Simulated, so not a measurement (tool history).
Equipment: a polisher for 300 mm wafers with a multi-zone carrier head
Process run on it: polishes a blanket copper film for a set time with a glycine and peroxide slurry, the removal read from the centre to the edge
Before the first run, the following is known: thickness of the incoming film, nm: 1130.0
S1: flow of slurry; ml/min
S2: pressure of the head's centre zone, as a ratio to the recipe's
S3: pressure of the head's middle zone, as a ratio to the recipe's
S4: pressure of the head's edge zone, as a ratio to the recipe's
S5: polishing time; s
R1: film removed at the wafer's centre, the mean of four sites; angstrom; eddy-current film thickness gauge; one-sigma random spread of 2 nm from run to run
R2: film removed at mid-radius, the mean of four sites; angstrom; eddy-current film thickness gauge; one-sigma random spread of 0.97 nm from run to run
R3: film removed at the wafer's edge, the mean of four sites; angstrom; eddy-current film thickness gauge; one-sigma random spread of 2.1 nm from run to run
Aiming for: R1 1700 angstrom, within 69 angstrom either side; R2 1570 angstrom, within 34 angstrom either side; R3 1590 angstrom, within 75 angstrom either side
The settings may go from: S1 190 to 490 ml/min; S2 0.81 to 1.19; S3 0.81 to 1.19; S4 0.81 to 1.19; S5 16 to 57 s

{"run": 1, "hour": 0.0, "S1": 315, "S2": 1, "S3": 1, "S4": 1, "S5": 36, "R1": 2283.3, "R2": 2269.2, "R3": 2195}
{"run": 2, "hour": 4.8, "S1": 310, "S2": 0.99, "S3": 0.97, "S4": 0.96, "S5": 34, "R1": 2088, "R2": 2116.3, "R3": 2019.1}
{"run": 3, "hour": 7.4, "S1": 310, "S2": 0.99, "S3": 0.97, "S4": 0.96, "S5": 40, "R1": 2469.6, "R2": 2461.6, "R3": 2438.4}
{"run": 4, "hour": 10.6, "S1": 305, "S2": 0.99, "S3": 0.94, "S4": 0.94, "S5": 37, "R1": 2229.5, "R2": 2235.8, "R3": 2248.1}
{"run": 5, "hour": 13.9, "S1": 310, "S2": 1.01, "S3": 0.93, "S4": 0.94, "S5": 34, "R1": 2131.4, "R2": 2030.2, "R3": 2043.1}
{"run": 6, "hour": 19.5, "S1": 310, "S2": 1.01, "S3": 0.93, "S4": 0.94, "S5": 40, "R1": 2496.9, "R2": 2423.2, "R3": 2379.9}
{"run": 7, "hour": 26.1, "S1": 315, "S2": 1.01, "S3": 0.91, "S4": 0.92, "S5": 37, "R1": 2318.4, "R2": 2219.1, "R3": 2223.7}
{"run": 8, "hour": 32.0, "S1": 315, "S2": 1.01, "S3": 0.9, "S4": 0.91, "S5": 34, "R1": 2146.5, "R2": 2011.6, "R3": 1978.1}
{"run": 9, "hour": 36.4, "S1": 310, "S2": 1, "S3": 0.88, "S4": 0.9, "S5": 32, "R1": 1962.8, "R2": 1851.1, "R3": 1875.3}
{"run": 10, "hour": 39.2, "S1": 310, "S2": 1, "S3": 0.87, "S4": 0.88, "S5": 31, "R1": 1892.8, "R2": 1781.7, "R3": 1771.6}
{"run": 11, "hour": 46.4, "S1": 300, "S2": 1, "S3": 0.86, "S4": 0.87, "S5": 30, "R1": 1868.2, "R2": 1703.3, "R3": 1712.3}
{"run": 12, "hour": 52.8, "S1": 280, "S2": 0.93, "S3": 0.82, "S4": 0.81, "S5": 28, "R1": 1594.4, "R2": 1506, "R3": 1534.7}
{"run": 13, "hour": 54.6, "S1": 290, "S2": 0.94, "S3": 0.82, "S4": 0.82, "S5": 28, "R1": 1633.6, "R2": 1518.9, "R3": 1550.9}
{"run": 14, "hour": 57.1, "S1": 300, "S2": 0.95, "S3": 0.82, "S4": 0.82, "S5": 28, "R1": 1631, "R2": 1532, "R3": 1554.6}

4 candidate next runs follow, results not yet known. Just one meets every target within its allowed miss. Identify it.
{"run": "A", "hour": 59.6, "S1": 305, "S2": 0.98, "S3": 0.81, "S4": 0.84, "S5": 28, "R1": "?", "R2": "?", "R3": "?"}
{"run": "B", "hour": 59.6, "S1": 270, "S2": 0.97, "S3": 0.83, "S4": 0.81, "S5": 29, "R1": "?", "R2": "?", "R3": "?"}
{"run": "C", "hour": 59.6, "S1": 280, "S2": 0.89, "S3": 0.81, "S4": 0.89, "S5": 28, "R1": "?", "R2": "?", "R3": "?"}
{"run": "D", "hour": 59.6, "S1": 220, "S2": 1.04, "S3": 0.81, "S4": 0.81, "S5": 30, "R1": "?", "R2": "?", "R3": "?"}

move=A R1=1689 R2=1520.6 R3=1535.1
move=B R1=1705.1 R2=1581.6 R3=1547.9
move=C R1=1516.6 R2=1506.9 R3=1564.2
move=D R1=1832.9 R2=1561.3 R3=1567.8
A: misses by more than the last run did
B: all results in spec
C: misses by more than the last run did
D: meets the target for the result that was furthest off, but another lies outside its allowed miss
The move that meets every target is B.
